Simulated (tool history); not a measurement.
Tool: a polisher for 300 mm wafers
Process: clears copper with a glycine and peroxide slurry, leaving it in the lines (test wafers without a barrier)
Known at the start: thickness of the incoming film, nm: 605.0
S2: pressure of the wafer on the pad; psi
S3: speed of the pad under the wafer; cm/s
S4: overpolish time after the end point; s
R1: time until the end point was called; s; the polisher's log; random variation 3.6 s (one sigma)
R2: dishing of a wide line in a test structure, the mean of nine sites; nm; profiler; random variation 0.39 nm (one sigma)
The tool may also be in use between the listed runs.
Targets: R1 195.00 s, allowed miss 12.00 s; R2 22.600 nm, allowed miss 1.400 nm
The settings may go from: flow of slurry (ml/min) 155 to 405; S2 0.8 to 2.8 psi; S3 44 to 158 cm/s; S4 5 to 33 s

run 1 hour=0.0 | flow_of_slurry_(ml/min)=260 S2=1.8 S3=100 S4=17 | R1=145.78 R2=33.714
run 2 hour=4.3 | flow_of_slurry_(ml/min)=260 S2=1.7 S3=100 S4=16 | R1=156.26 R2=31.426
run 3 hour=7.8 | flow_of_slurry_(ml/min)=260 S2=1.7 S3=100 S4=12 | R1=163.57 R2=26.026
run 4 hour=12.4 | flow_of_slurry_(ml/min)=260 S2=1.7 S3=122 S4=12 | R1=134.57 R2=29.063
run 5 hour=14.8 | flow_of_slurry_(ml/min)=260 S2=1.4 S3=122 S4=12 | R1=150.63 R2=26.384
run 6 hour=17.2 | flow_of_slurry_(ml/min)=300 S2=1.4 S3=122 S4=12 | R1=150.50 R2=27.578
run 7 hour=22.3 | flow_of_slurry_(ml/min)=285 S2=0.9 S3=114 S4=10 | R1=203.81 R2=19.115
run 8 hour=23.5 | flow_of_slurry_(ml/min)=285 S2=1.1 S3=110 S4=14 | R1=185.31 R2=26.358
run 9 hour=29.4 | flow_of_slurry_(ml/min)=280 S2=1.1 S3=110 S4=14 | R1=181.32 R2=26.446
run 10 hour=36.8 | flow_of_slurry_(ml/min)=280 S2=0.9 S3=108 S4=10 | R1=204.32 R2=18.992
run 11 hour=43.6 | flow_of_slurry_(ml/min)=280 S2=1.1 S3=104 S4=13 | R1=191.87 R2=24.589

Which of these 5 next moves meets every target?
run A hour=50.4 | flow_of_slurry_(ml/min)=225 S2=0.9 S3=120 S4=15 | R1=? R2=?
run B hour=50.4 | flow_of_slurry_(ml/min)=275 S2=1.0 S3=112 S4=12 | R1=? R2=?
run C hour=50.4 | flow_of_slurry_(ml/min)=285 S2=1.1 S3=112 S4=15 | R1=? R2=?
run D hour=50.4 | flow_of_slurry_(ml/min)=295 S2=1.0 S3=100 S4=16 | R1=? R2=?
run E hour=50.4 | flow_of_slurry_(ml/min)=400 S2=1.1 S3=104 S4=15 | R1=? R2=?

move=A R1=200.93 R2=26.257
move=B R1=194.95 R2=22.820
move=C R1=184.96 R2=27.811
move=D R1=208.36 R2=27.116
move=E R1=188.88 R2=27.582
A: further off than the last run
B: meets every target
C: further off than the last run
D: further off than the last run
E: further off than the last run
The right move is B.
